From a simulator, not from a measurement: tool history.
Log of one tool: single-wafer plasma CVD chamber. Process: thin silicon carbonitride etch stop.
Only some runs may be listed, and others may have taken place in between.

| run | hour | RF power (W) | deposition time (s) | mean film thickness on the monitor wafer (angstrom) |
|---|---|---|---|---|
| 1 | 0 | 250 | 12.2 | 74.006 |
| 2 | 6.9 | 250 | 11 | 66.759 |
| 3 | 11.3 | 250 | 12 | 72.54 |
| 4 | 13.2 | 235 | 11.1 | 66.576 |
| 5 | 20.4 | 235 | 11.9 | 71.464 |
| 6 | 27.5 | 235 | 10.5 | 62.645 |

Expected results for the next run?
| 7 | 28.5 | 230 | 10.1 | ? |

{"run 7": {"mean film thickness on the monitor wafer (angstrom)": 60.541}}
